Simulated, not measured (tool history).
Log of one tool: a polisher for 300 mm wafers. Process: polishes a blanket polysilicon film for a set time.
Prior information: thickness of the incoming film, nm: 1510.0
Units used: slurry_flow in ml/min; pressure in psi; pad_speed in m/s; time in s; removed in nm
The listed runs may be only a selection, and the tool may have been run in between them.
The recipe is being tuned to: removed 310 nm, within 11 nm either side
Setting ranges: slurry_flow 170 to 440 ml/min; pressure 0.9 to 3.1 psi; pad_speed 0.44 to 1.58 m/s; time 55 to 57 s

| run | hour | slurry_flow | pressure | pad_speed | time | removed |
|---|---|---|---|---|---|---|
| 1 | 0 | 280 | 2 | 1 | 55 | 377.72 |
| 2 | 5.4 | 280 | 1.9 | 1 | 55 | 367.74 |
| 3 | 11 | 280 | 2.4 | 1 | 55 | 458.39 |
| 4 | 16.1 | 280 | 2.2 | 1 | 55 | 421.15 |
| 5 | 19.5 | 280 | 2.2 | 1 | 57 | 439.82 |
| 6 | 23.4 | 280 | 2 | 1 | 57 | 395.58 |
| 7 | 24.1 | 280 | 1.9 | 1 | 57 | 382.52 |
| 8 | 27.7 | 280 | 1.8 | 1 | 57 | 361.04 |

Pick the move, out of 5, that brings all results within their allowed miss; only one does.
| A | 31.3 | 305 | 1.8 | 0.94 | 57 | ? |
| B | 31.3 | 275 | 1.8 | 0.96 | 55 | ? |
| C | 31.3 | 285 | 1.7 | 0.94 | 55 | ? |
| D | 31.3 | 210 | 1.9 | 0.86 | 57 | ? |
| E | 31.3 | 300 | 2.2 | 0.76 | 55 | ? |

| move | removed |
|---|---|
| A | 348.12 |
| B | 337.77 |
| C | 315.72 |
| D | 328 |
| E | 348 |
A: nearer the targets than the last run, but a result is still out of spec
B: nearer the targets than the last run, but a result is still out of spec
C: meets every target
D: nearer the targets than the last run, but a result is still out of spec
E: nearer the targets than the last run, but a result is still out of spec
The move that meets every target is C.
